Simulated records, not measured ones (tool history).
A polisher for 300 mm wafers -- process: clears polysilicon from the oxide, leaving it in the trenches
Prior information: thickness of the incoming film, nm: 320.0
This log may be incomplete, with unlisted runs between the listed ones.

run,hour,flow of slurry (ml/min),pressure of the wafer on the pad (kPa),speed of the pad under the wafer (cm/s),overpolish time after the end point (s),time until the end point was called (s),dishing of a wide line in a test structure (Å)
1,0.0,185,12.4,124,11,24.401,352.54
2,7.9,185,13.1,124,10,22.807,359.48
3,15.6,185,14.5,124,10,21.021,361.55
4,23.6,150,14.5,124,10,21.912,358.91
5,30.8,150,15.2,128,8,20.592,355.72
6,38.3,115,15.2,128,8,21.379,357.51

Predict the results of run 7:
7,46.1,150,17.9,130,3,?,?

Logged for run 7: time until the end point was called (s) 17.087, dishing of a wide line in a test structure (Å) 297.56.
